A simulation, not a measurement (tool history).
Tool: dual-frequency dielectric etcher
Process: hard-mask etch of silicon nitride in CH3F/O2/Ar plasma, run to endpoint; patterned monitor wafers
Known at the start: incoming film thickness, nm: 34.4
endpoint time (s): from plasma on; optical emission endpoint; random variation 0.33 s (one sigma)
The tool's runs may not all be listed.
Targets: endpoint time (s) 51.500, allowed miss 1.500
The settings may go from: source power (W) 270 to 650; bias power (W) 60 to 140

| run | hour | source power (W) | bias power (W) | endpoint time (s) |
|---|---|---|---|---|
| 1 | 0.0 | 460 | 100 | 43.146 |
| 2 | 5.8 | 460 | 106 | 42.713 |
| 3 | 7.6 | 430 | 102 | 44.286 |
| 4 | 14.1 | 430 | 118 | 42.044 |
| 5 | 15.6 | 400 | 113 | 44.894 |
| 6 | 20.6 | 380 | 112 | 46.817 |
| 7 | 26.6 | 370 | 112 | 47.954 |
| 8 | 33.9 | 300 | 107 | 56.556 |
| 9 | 36.7 | 300 | 107 | 56.615 |
| 10 | 41.3 | 310 | 107 | 55.531 |
| 11 | 46.8 | 320 | 107 | 53.517 |
| 12 | 49.7 | 350 | 109 | 49.402 |
| 13 | 51.2 | 320 | 108 | 53.327 |

Which of these 5 next moves meets every target?
| A | 52.7 | 310 | 99 | ? |
| B | 52.7 | 320 | 119 | ? |
| C | 52.7 | 320 | 90 | ? |
| D | 52.7 | 360 | 111 | ? |
| E | 52.7 | 370 | 111 | ? |

| move | endpoint time (s) |
|---|---|
| A | 56.397 |
| B | 51.672 |
| C | 56.678 |
| D | 48.455 |
| E | 47.539 |
A: further off than the last run
B: meets every target
C: further off than the last run
D: takes the result that was furthest off past its target
E: takes the result that was furthest off past its target
Answer: B

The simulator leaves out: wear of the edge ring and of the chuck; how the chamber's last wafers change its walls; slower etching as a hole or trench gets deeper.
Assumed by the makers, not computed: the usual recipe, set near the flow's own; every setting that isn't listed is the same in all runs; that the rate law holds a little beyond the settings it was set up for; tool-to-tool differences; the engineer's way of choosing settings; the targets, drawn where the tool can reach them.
